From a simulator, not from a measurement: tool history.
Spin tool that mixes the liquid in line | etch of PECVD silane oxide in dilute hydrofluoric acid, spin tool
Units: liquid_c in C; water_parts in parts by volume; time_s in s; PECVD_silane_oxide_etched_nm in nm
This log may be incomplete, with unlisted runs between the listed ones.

run 1 hour=0 | liquid_c=24 water_parts=60 time_s=50 | PECVD_silane_oxide_etched_nm=22.887
run 2 hour=2.6 | liquid_c=24 water_parts=45 time_s=50 | PECVD_silane_oxide_etched_nm=30.762
run 3 hour=4.8 | liquid_c=26 water_parts=40 time_s=50 | PECVD_silane_oxide_etched_nm=38.167
run 4 hour=11.7 | liquid_c=26 water_parts=55 time_s=50 | PECVD_silane_oxide_etched_nm=27.127
run 5 hour=12.9 | liquid_c=27.5 water_parts=55 time_s=50 | PECVD_silane_oxide_etched_nm=28.613
run 6 hour=14.4 | liquid_c=27.5 water_parts=55 time_s=50 | PECVD_silane_oxide_etched_nm=28.804
run 7 hour=21.4 | liquid_c=31.5 water_parts=30 time_s=55 | PECVD_silane_oxide_etched_nm=70.119
run 8 hour=29.8 | liquid_c=32 water_parts=30 time_s=55 | PECVD_silane_oxide_etched_nm=71.59
run 9 hour=32.4 | liquid_c=32 water_parts=30 time_s=55 | PECVD_silane_oxide_etched_nm=71.677

What will run 10 give?
-- hour=38.3 thermometer replaced
run 10 hour=38.3 | liquid_c=32 water_parts=25 time_s=55 | PECVD_silane_oxide_etched_nm=?

Run 10 produced PECVD_silane_oxide_etched_nm 96.499 nm.
